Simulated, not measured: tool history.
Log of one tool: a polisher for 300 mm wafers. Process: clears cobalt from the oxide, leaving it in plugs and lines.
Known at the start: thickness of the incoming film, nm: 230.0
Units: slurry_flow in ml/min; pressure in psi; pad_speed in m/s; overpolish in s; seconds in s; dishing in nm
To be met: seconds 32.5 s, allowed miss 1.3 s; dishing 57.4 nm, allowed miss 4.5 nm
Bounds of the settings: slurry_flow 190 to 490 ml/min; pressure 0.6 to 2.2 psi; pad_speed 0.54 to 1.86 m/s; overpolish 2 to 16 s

Run 1, day 0: slurry_flow 315 ml/min, pressure 1.4 psi, pad_speed 1.18 m/s, overpolish 8 s. Result: seconds 52.954 s, dishing 30.339 nm.
Run 2, day 0.308: slurry_flow 315 ml/min, pressure 1.6 psi, pad_speed 1.18 m/s, overpolish 8 s. Result: seconds 46.09 s, dishing 32.318 nm.
Run 3, day 0.4: slurry_flow 315 ml/min, pressure 1.7 psi, pad_speed 1.18 m/s, overpolish 9 s. Result: seconds 43.638 s, dishing 37.427 nm.
Run 4, day 0.546: slurry_flow 315 ml/min, pressure 1.8 psi, pad_speed 1.18 m/s, overpolish 9 s. Result: seconds 42.294 s, dishing 39.78 nm.
Run 5, day 0.85: slurry_flow 315 ml/min, pressure 1.8 psi, pad_speed 1 m/s, overpolish 9 s. Result: seconds 48.637 s, dishing 32.995 nm.
Run 6, day 1.129: slurry_flow 285 ml/min, pressure 1.8 psi, pad_speed 1 m/s, overpolish 9 s. Result: seconds 49.144 s, dishing 35.022 nm.
Run 7, day 1.333: slurry_flow 285 ml/min, pressure 1.9 psi, pad_speed 1.04 m/s, overpolish 9 s. Result: seconds 46.237 s, dishing 37.046 nm.
Run 8, day 1.679: slurry_flow 285 ml/min, pressure 1.9 psi, pad_speed 1.04 m/s, overpolish 9 s. Result: seconds 45.608 s, dishing 37.867 nm.
Run 9, day 1.746: slurry_flow 295 ml/min, pressure 2 psi, pad_speed 1.08 m/s, overpolish 9 s. Result: seconds 42.457 s, dishing 39.04 nm.
Run 10, day 2.117: slurry_flow 295 ml/min, pressure 2.2 psi, pad_speed 1.36 m/s, overpolish 11 s. Result: seconds 30.581 s, dishing 53.653 nm.
Run 11, day 2.358: slurry_flow 290 ml/min, pressure 2.2 psi, pad_speed 1.36 m/s, overpolish 11 s. Result: seconds 30.486 s, dishing 52.854 nm.

Which of these 4 next moves meets every target?
Run A, day 2.6: slurry_flow 250 ml/min, pressure 2.2 psi, pad_speed 1.22 m/s, overpolish 13 s. Result: seconds ?, dishing ?.
Run B, day 2.6: slurry_flow 240 ml/min, pressure 2.2 psi, pad_speed 1.2 m/s, overpolish 14 s. Result: seconds ?, dishing ?.
Run C, day 2.6: slurry_flow 285 ml/min, pressure 2 psi, pad_speed 1.38 m/s, overpolish 13 s. Result: seconds ?, dishing ?.
Run D, day 2.6: slurry_flow 320 ml/min, pressure 1.9 psi, pad_speed 1.34 m/s, overpolish 15 s. Result: seconds ?, dishing ?.

move  seconds  dishing
   A   34.855   56.236
   B   35.602   57.811
   C   33.251   57.624
   D   35.454   59.962
A: takes the result that was furthest off past its target
B: takes the result that was furthest off past its target
C: meets every target
D: takes the result that was furthest off past its target
The right move is C.
